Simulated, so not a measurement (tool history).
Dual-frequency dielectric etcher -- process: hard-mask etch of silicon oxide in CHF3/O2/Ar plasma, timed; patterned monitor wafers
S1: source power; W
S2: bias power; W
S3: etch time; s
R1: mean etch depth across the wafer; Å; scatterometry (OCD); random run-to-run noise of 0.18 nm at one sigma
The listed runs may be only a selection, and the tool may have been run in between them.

{"run": 1, "hour": 0.0, "S1": 830, "S2": 133, "S3": 35.5, "R1": 676.23}
{"run": 2, "hour": 5.0, "S1": 760, "S2": 133, "S3": 35.5, "R1": 647.28}
{"run": 3, "hour": 9.1, "S1": 800, "S2": 134, "S3": 35.5, "R1": 663.33}
{"run": 4, "hour": 9.9, "S1": 800, "S2": 156, "S3": 35.5, "R1": 699.31}
{"run": 5, "hour": 11.4, "S1": 830, "S2": 157, "S3": 35.5, "R1": 714.72}
{"run": 6, "hour": 12.8, "S1": 850, "S2": 157, "S3": 35.5, "R1": 726.04}
{"run": 7, "hour": 16.8, "S1": 860, "S2": 157, "S3": 35.5, "R1": 726.5}
{"run": 8, "hour": 20.2, "S1": 880, "S2": 157, "S3": 35.5, "R1": 731.95}
{"run": 9, "hour": 26.2, "S1": 890, "S2": 157, "S3": 35.5, "R1": 736.99}
{"run": 10, "hour": 32.0, "S1": 900, "S2": 157, "S3": 35.5, "R1": 741.47}
{"run": 11, "hour": 35.9, "S1": 910, "S2": 157, "S3": 35.5, "R1": 748.32}
{"run": 12, "hour": 36.5, "S1": 920, "S2": 157, "S3": 35.5, "R1": 746.74}

What will run 13 give?
{"run": 13, "hour": 40.9, "S1": 930, "S2": 157, "S3": 35.5, "R1": "?"}

{"run 13": {"R1": 754.09}}
